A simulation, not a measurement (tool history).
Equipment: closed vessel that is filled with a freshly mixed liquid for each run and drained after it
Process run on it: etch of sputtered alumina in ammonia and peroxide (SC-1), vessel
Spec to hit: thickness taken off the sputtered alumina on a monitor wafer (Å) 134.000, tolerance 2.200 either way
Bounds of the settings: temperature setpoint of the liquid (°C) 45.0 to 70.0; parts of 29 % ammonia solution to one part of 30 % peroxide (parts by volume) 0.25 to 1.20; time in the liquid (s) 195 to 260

| run | hour | temperature setpoint of the liquid (°C) | parts of 29 % ammonia solution to one part of 30 % peroxide (parts by volume) | time in the liquid (s) | thickness taken off the sputtered alumina on a monitor wafer (Å) |
|---|---|---|---|---|---|
| 1 | 0.0 | 61.0 | 0.95 | 260 | 227.400 |
| 2 | 6.2 | 59.0 | 0.95 | 260 | 202.920 |
| 3 | 8.6 | 56.5 | 0.95 | 260 | 180.230 |
| 4 | 12.4 | 55.5 | 0.95 | 260 | 169.860 |
| 5 | 15.9 | 50.5 | 0.95 | 260 | 130.450 |
| 6 | 18.0 | 50.5 | 0.95 | 195 | 97.991 |
| 7 | 20.2 | 51.5 | 0.95 | 195 | 102.910 |
| 8 | 26.0 | 52.5 | 0.95 | 195 | 109.300 |
| 9 | 34.8 | 53.0 | 0.95 | 195 | 111.950 |
| 10 | 42.2 | 53.5 | 0.95 | 195 | 115.050 |
| 11 | 43.9 | 57.0 | 0.95 | 195 | 138.160 |

Exactly one of the 5 candidate moves below puts every result within its allowed miss. Which one?
| A | 45.6 | 56.5 | 1.20 | 205 | ? |
| B | 45.6 | 57.0 | 0.85 | 205 | ? |
| C | 45.6 | 53.0 | 1.00 | 245 | ? |
| D | 45.6 | 56.5 | 0.65 | 200 | ? |
| E | 45.6 | 54.0 | 1.00 | 210 | ? |

| move | thickness taken off the sputtered alumina on a monitor wafer (Å) |
|---|---|
| A | 146.670 |
| B | 145.730 |
| C | 143.030 |
| D | 135.030 |
| E | 129.350 |
A: its largest miss is bigger than the last run's
B: its largest miss is bigger than the last run's
C: its largest miss is bigger than the last run's
D: each result inside its tolerance
E: takes the biggest miss from the last run beyond its target
Correct choice: D, which meets every target
